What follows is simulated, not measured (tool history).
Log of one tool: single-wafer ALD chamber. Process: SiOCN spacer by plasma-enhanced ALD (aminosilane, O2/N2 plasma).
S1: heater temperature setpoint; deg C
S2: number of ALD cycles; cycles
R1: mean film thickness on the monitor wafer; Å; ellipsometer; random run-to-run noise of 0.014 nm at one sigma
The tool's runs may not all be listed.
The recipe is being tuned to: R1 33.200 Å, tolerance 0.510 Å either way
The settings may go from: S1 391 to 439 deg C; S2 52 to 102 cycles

{"run": 1, "hour": 0.0, "S1": 415, "S2": 77, "R1": 41.593}
{"run": 2, "hour": 4.0, "S1": 423, "S2": 77, "R1": 40.127}
{"run": 3, "hour": 9.0, "S1": 423, "S2": 73, "R1": 38.059}
{"run": 4, "hour": 9.6, "S1": 427, "S2": 71, "R1": 36.698}
{"run": 5, "hour": 13.1, "S1": 437, "S2": 71, "R1": 35.295}
{"run": 6, "hour": 17.5, "S1": 433, "S2": 71, "R1": 35.557}
{"run": 7, "hour": 21.0, "S1": 435, "S2": 70, "R1": 34.969}
{"run": 8, "hour": 26.9, "S1": 436, "S2": 69, "R1": 34.557}
{"run": 9, "hour": 28.7, "S1": 437, "S2": 68, "R1": 33.965}
{"run": 10, "hour": 33.9, "S1": 437, "S2": 68, "R1": 33.832}

4 next moves are on the table. One of them brings every result within its allowed miss. Which?
{"run": "A", "hour": 39.1, "S1": 437, "S2": 70, "R1": "?"}
{"run": "B", "hour": 39.1, "S1": 439, "S2": 65, "R1": "?"}
{"run": "C", "hour": 39.1, "S1": 437, "S2": 67, "R1": "?"}
{"run": "D", "hour": 39.1, "S1": 427, "S2": 68, "R1": "?"}

move=A R1=34.822
move=B R1=32.078
move=C R1=33.330
move=D R1=35.169
A: misses by more than the last run did
B: pushes the last run's worst result past its target
C: every result within its allowed miss
D: misses by more than the last run did
So the answer is move C, the one that meets all the targets.
